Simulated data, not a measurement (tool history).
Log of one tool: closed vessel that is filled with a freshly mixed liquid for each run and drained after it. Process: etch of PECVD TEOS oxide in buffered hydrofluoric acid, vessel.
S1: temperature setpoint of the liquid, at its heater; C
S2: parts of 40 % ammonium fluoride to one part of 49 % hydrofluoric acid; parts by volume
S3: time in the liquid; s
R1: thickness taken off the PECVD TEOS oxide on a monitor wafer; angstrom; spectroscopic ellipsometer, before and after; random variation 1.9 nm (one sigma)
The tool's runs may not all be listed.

run    day  S1   S2   S3      R1
  1      0  20  7.5   95  2129.3
  2  0.204  22  7.5   95  2351.6
  3  0.275  20  7.5   95  2138.5
  4    0.6  22  7.5   95  2387.5
  5  0.904  23  7.5   95  2510.4
  6  0.996  23  7.5  100  2661.6

The next listed run, before its measurement:
  7  1.054  23.5  7.5  100   ?

Run 7 gave R1 2735.4 angstrom.
